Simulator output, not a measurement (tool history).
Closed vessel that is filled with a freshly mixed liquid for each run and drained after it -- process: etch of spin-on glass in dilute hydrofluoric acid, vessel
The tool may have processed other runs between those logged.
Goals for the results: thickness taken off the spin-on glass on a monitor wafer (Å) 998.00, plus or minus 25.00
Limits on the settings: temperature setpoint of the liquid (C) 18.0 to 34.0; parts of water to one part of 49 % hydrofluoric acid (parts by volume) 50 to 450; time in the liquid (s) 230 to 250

run,hour,temperature setpoint of the liquid (C),parts of water to one part of 49 % hydrofluoric acid (parts by volume),time in the liquid (s),thickness taken off the spin-on glass on a monitor wafer (Å)
1,0.0,26.0,250,230,307.35
2,1.1,28.5,195,230,461.70
3,5.9,28.5,195,230,456.71
4,11.9,30.0,160,230,611.39
5,18.9,33.5,160,230,689.87
6,27.5,33.5,205,230,504.93
7,34.6,33.5,175,230,619.60
8,42.5,33.5,150,230,744.87
9,48.6,33.5,135,230,853.02
10,50.0,33.5,130,230,892.41
11,58.4,34.0,110,230,1111.50
12,60.2,33.0,110,230,1072.00
13,69.0,32.5,110,230,1044.90
14,70.2,32.0,110,230,1029.80

Which one of the following 4 next-run settings gets every result inside its allowed miss? There is exactly one.
A,71.4,32.0,120,235,?
B,71.4,32.5,115,230,?
C,71.4,31.0,105,235,?
D,71.4,32.5,130,250,?

move,thickness taken off the spin-on glass on a monitor wafer (Å)
A,945.96
B,990.84
C,1064.90
D,932.33
A: takes the biggest miss from the last run beyond its target
B: each result inside its tolerance
C: its largest miss is bigger than the last run's
D: takes the biggest miss from the last run beyond its target
Answer: B
